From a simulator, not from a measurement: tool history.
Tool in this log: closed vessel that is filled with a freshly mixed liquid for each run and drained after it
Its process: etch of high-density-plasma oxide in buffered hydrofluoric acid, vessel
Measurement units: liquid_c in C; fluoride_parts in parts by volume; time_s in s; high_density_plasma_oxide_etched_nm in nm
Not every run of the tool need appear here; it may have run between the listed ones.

run,day,liquid_c,fluoride_parts,time_s,high_density_plasma_oxide_etched_nm
1,0,21,17,90,87.567
2,0.125,19.5,17,90,80.206
3,0.379,21,17,90,87.352
4,0.404,21.5,17,90,89.373
5,0.679,21.5,17,95,94.907
6,0.708,21.5,13,95,123.9
7,1.054,21,13,95,119.57

What does the tool deliver on the next run?
8,1.312,20,13,95,?

{"run 8": {"high_density_plasma_oxide_etched_nm": 113.77}}
